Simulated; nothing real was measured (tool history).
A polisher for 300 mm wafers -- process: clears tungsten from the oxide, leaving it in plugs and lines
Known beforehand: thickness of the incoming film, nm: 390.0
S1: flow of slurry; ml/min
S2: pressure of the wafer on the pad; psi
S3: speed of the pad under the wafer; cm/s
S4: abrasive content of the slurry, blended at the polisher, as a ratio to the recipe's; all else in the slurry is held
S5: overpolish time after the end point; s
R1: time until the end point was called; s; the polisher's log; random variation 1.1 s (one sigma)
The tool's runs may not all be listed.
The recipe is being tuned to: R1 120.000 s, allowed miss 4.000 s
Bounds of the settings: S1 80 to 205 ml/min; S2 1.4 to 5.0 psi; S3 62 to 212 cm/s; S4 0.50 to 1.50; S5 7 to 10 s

| run | day | S1 | S2 | S3 | S4 | S5 | R1 |
|---|---|---|---|---|---|---|---|
| 1 | 0.000 | 135 | 3.2 | 136 | 1.00 | 10 | 90.398 |
| 2 | 0.371 | 130 | 3.0 | 136 | 1.00 | 10 | 97.646 |
| 3 | 0.521 | 125 | 2.8 | 136 | 1.00 | 10 | 104.170 |
| 4 | 0.717 | 125 | 2.8 | 136 | 1.00 | 10 | 104.750 |
| 5 | 0.792 | 125 | 3.5 | 136 | 1.00 | 10 | 84.078 |
| 6 | 1.096 | 120 | 3.2 | 136 | 1.00 | 10 | 92.270 |
| 7 | 1.254 | 120 | 3.0 | 136 | 1.00 | 10 | 98.224 |
| 8 | 1.396 | 120 | 2.8 | 136 | 1.00 | 10 | 105.860 |
| 9 | 1.750 | 115 | 2.7 | 136 | 1.00 | 10 | 109.970 |
| 10 | 1.933 | 110 | 2.6 | 136 | 1.00 | 10 | 115.830 |

5 next moves are on the table. One of them brings every result within its allowed miss. Which?
| A | 2.117 | 120 | 2.4 | 142 | 1.10 | 10 | ? |
| B | 2.117 | 105 | 2.7 | 134 | 1.10 | 7 | ? |
| C | 2.117 | 120 | 2.8 | 132 | 1.05 | 8 | ? |
| D | 2.117 | 125 | 2.6 | 140 | 0.95 | 8 | ? |
| E | 2.117 | 105 | 2.9 | 118 | 0.95 | 10 | ? |

| move | R1 |
|---|---|
| A | 114.130 |
| B | 110.130 |
| C | 107.200 |
| D | 111.670 |
| E | 121.930 |
A: lands further from the targets than the last run did
B: lands further from the targets than the last run did
C: lands further from the targets than the last run did
D: lands further from the targets than the last run did
E: all results in spec
Answer: E

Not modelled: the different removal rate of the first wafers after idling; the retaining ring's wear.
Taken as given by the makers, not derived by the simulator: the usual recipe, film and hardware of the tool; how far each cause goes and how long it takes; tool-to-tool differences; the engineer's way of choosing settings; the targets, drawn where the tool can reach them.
